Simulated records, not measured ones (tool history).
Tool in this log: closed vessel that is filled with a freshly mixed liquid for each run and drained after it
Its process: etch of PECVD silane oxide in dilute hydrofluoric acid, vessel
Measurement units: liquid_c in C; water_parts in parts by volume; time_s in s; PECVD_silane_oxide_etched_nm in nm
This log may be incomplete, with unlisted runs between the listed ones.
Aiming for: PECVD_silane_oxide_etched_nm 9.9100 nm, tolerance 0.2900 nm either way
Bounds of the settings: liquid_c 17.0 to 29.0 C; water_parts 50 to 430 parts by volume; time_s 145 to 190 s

run 1 hour=0.0 | liquid_c=21.0 water_parts=240 time_s=190 | PECVD_silane_oxide_etched_nm=11.6210
run 2 hour=2.0 | liquid_c=21.0 water_parts=175 time_s=190 | PECVD_silane_oxide_etched_nm=16.9180
run 3 hour=9.1 | liquid_c=22.5 water_parts=175 time_s=190 | PECVD_silane_oxide_etched_nm=18.1410
run 4 hour=18.0 | liquid_c=22.5 water_parts=100 time_s=190 | PECVD_silane_oxide_etched_nm=34.4820
run 5 hour=20.5 | liquid_c=22.5 water_parts=100 time_s=145 | PECVD_silane_oxide_etched_nm=26.5190
run 6 hour=23.3 | liquid_c=26.0 water_parts=100 time_s=145 | PECVD_silane_oxide_etched_nm=30.2100
run 7 hour=31.6 | liquid_c=23.5 water_parts=140 time_s=145 | PECVD_silane_oxide_etched_nm=18.5670
run 8 hour=33.4 | liquid_c=22.5 water_parts=165 time_s=145 | PECVD_silane_oxide_etched_nm=14.8730
run 9 hour=35.3 | liquid_c=21.0 water_parts=175 time_s=145 | PECVD_silane_oxide_etched_nm=13.0160
run 10 hour=37.4 | liquid_c=20.0 water_parts=175 time_s=145 | PECVD_silane_oxide_etched_nm=12.4180
run 11 hour=42.2 | liquid_c=19.0 water_parts=175 time_s=145 | PECVD_silane_oxide_etched_nm=12.0480
run 12 hour=45.4 | liquid_c=18.5 water_parts=180 time_s=145 | PECVD_silane_oxide_etched_nm=11.4520
run 13 hour=51.3 | liquid_c=18.0 water_parts=185 time_s=145 | PECVD_silane_oxide_etched_nm=10.8940
run 14 hour=56.0 | liquid_c=17.5 water_parts=185 time_s=145 | PECVD_silane_oxide_etched_nm=10.6560
-- hour=64.2 hydrofluoric acid flow meter replaced
run 15 hour=64.2 | liquid_c=17.0 water_parts=200 time_s=145 | PECVD_silane_oxide_etched_nm=10.8250
run 16 hour=68.4 | liquid_c=17.0 water_parts=205 time_s=145 | PECVD_silane_oxide_etched_nm=10.3720
run 17 hour=72.4 | liquid_c=17.0 water_parts=205 time_s=145 | PECVD_silane_oxide_etched_nm=10.4380

Which one of the following 5 next-run settings gets every result inside its allowed miss? There is exactly one.
run A hour=76.4 | liquid_c=18.0 water_parts=235 time_s=145 | PECVD_silane_oxide_etched_nm=?
run B hour=76.4 | liquid_c=17.0 water_parts=265 time_s=175 | PECVD_silane_oxide_etched_nm=?
run C hour=76.4 | liquid_c=17.0 water_parts=255 time_s=165 | PECVD_silane_oxide_etched_nm=?
run D hour=76.4 | liquid_c=18.0 water_parts=225 time_s=150 | PECVD_silane_oxide_etched_nm=?
run E hour=76.4 | liquid_c=17.0 water_parts=230 time_s=170 | PECVD_silane_oxide_etched_nm=?

move=A PECVD_silane_oxide_etched_nm=9.2150
move=B PECVD_silane_oxide_etched_nm=9.2410
move=C PECVD_silane_oxide_etched_nm=9.1332
move=D PECVD_silane_oxide_etched_nm=10.0470
move=E PECVD_silane_oxide_etched_nm=10.6640
A: takes the biggest miss from the last run beyond its target
B: takes the biggest miss from the last run beyond its target
C: takes the biggest miss from the last run beyond its target
D: all results land within tolerance of their targets
E: further off than the last run
Go with D: it meets all targets.

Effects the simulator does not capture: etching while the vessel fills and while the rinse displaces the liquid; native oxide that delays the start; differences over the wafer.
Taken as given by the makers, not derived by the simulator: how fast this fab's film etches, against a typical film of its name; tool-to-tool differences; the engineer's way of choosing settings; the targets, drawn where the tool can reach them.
